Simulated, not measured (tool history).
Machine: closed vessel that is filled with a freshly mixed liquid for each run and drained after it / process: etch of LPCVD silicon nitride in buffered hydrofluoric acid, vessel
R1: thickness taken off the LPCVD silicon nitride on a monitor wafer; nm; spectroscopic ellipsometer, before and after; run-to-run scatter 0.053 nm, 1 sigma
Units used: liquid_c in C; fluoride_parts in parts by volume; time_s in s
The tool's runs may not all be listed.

Run 1, hour 0: liquid_c 22 C, fluoride_parts 11 parts by volume, time_s 1280 s. Result: R1 14.053 nm.
Run 2, hour 5.8: liquid_c 24 C, fluoride_parts 11 parts by volume, time_s 1280 s. Result: R1 15.835 nm.
Run 3, hour 9.1: liquid_c 24 C, fluoride_parts 14 parts by volume, time_s 1280 s. Result: R1 12.536 nm.
Run 4, hour 10.4: liquid_c 23.5 C, fluoride_parts 14 parts by volume, time_s 1280 s. Result: R1 12.141 nm.
Run 5, hour 16.1: liquid_c 23.5 C, fluoride_parts 14 parts by volume, time_s 1380 s. Result: R1 13.008 nm.
Run 6, hour 18.5: liquid_c 23.5 C, fluoride_parts 14 parts by volume, time_s 1280 s. Result: R1 12.305 nm.

Run 7 has not been measured yet. What should we expect?
Run 7, hour 26.2: liquid_c 23 C, fluoride_parts 14 parts by volume, time_s 1280 s. Result: R1 ?.

Run 7 produced R1 11.836 nm.

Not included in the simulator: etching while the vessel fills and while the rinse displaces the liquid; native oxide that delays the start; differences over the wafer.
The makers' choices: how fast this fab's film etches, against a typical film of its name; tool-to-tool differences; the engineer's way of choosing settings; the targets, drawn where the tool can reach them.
